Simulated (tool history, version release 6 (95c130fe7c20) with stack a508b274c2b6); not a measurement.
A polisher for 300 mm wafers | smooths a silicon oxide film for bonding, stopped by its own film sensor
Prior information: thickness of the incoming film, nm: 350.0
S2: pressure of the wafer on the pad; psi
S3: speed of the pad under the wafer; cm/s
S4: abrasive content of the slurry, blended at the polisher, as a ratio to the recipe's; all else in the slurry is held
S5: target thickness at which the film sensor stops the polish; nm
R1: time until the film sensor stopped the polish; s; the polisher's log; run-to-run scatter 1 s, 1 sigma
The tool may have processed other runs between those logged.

{"run": 1, "hour": 0.0, "flow of slurry (ml/min)": 185, "S2": 2.4, "S3": 100, "S4": 1, "S5": 254, "R1": 98.273}
{"run": 2, "hour": 7.8, "flow of slurry (ml/min)": 150, "S2": 2.4, "S3": 100, "S4": 1, "S5": 254, "R1": 100.61}
{"run": 3, "hour": 13.3, "flow of slurry (ml/min)": 150, "S2": 2.6, "S3": 100, "S4": 1, "S5": 254, "R1": 91.851}
{"run": 4, "hour": 14.7, "flow of slurry (ml/min)": 150, "S2": 2.6, "S3": 100, "S4": 1, "S5": 250, "R1": 96.098}
{"run": 5, "hour": 21.9, "flow of slurry (ml/min)": 150, "S2": 2.6, "S3": 100, "S4": 1.15, "S5": 250, "R1": 91.328}
{"run": 6, "hour": 28.0, "flow of slurry (ml/min)": 150, "S2": 2.6, "S3": 100, "S4": 1.05, "S5": 250, "R1": 95.314}
{"run": 7, "hour": 28.9, "flow of slurry (ml/min)": 150, "S2": 2.7, "S3": 100, "S4": 1.05, "S5": 250, "R1": 92.777}
{"run": 8, "hour": 33.5, "flow of slurry (ml/min)": 150, "S2": 2.8, "S3": 100, "S4": 1.05, "S5": 250, "R1": 88.988}
{"run": 9, "hour": 38.7, "flow of slurry (ml/min)": 150, "S2": 2.9, "S3": 100, "S4": 1.05, "S5": 250, "R1": 85.345}
{"run": 10, "hour": 43.6, "flow of slurry (ml/min)": 150, "S2": 3, "S3": 100, "S4": 1.05, "S5": 250, "R1": 81.759}

What will run 11 give?
{"run": 11, "hour": 51.3, "flow of slurry (ml/min)": 150, "S2": 3, "S3": 100, "S4": 1.05, "S5": 250, "R1": "?"}

For run 11 the tool returned R1 82.032 s.

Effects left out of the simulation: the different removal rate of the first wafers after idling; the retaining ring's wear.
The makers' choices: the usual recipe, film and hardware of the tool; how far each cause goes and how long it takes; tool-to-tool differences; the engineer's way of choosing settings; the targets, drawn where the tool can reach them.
